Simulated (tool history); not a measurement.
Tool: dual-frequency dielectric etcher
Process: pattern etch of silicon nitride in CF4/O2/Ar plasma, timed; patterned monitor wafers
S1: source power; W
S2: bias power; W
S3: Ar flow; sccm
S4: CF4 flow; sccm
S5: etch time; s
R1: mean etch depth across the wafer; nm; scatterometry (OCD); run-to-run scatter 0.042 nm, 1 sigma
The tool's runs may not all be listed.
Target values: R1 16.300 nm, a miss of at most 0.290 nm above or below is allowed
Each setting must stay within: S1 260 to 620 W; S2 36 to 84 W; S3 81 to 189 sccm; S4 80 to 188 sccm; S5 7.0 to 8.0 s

run,hour,S1,S2,S3,S4,S5,R1
1,0.0,440,60,135,134,8.0,14.391
2,7.8,440,60,135,111,8.0,13.902
3,10.5,450,60,135,111,8.0,14.130
4,16.9,460,60,135,111,8.0,14.296
5,24.5,470,60,135,111,8.0,14.496
6,25.0,470,60,148,111,8.0,14.236
7,33.1,480,60,148,111,8.0,14.369
8,40.3,490,60,148,111,8.0,14.546
9,46.1,500,60,148,111,8.0,14.758
10,47.7,510,60,148,111,8.0,14.878
11,51.2,520,60,148,111,8.0,15.131
12,60.0,530,60,148,111,8.0,15.237
13,66.2,540,60,148,111,8.0,15.392
14,68.3,550,60,148,111,8.0,15.513
15,73.1,560,60,148,111,8.0,15.827
16,75.0,570,60,148,111,8.0,15.893
17,83.5,570,60,148,111,8.0,15.940

5 candidate next runs follow, results not yet known. Just one meets every target within its allowed miss. Identify it.
A,92.0,530,67,158,151,7.5,?
B,92.0,590,63,133,107,7.5,?
C,92.0,570,58,157,110,8.0,?
D,92.0,560,59,140,114,8.0,?
E,92.0,560,65,151,121,8.0,?

move,R1
A,15.530
B,15.601
C,15.581
D,15.855
E,16.423
A: the biggest miss grows against the last run
B: the biggest miss grows against the last run
C: the biggest miss grows against the last run
D: the biggest miss grows against the last run
E: all results land within tolerance of their targets
Go with E: it meets all targets.

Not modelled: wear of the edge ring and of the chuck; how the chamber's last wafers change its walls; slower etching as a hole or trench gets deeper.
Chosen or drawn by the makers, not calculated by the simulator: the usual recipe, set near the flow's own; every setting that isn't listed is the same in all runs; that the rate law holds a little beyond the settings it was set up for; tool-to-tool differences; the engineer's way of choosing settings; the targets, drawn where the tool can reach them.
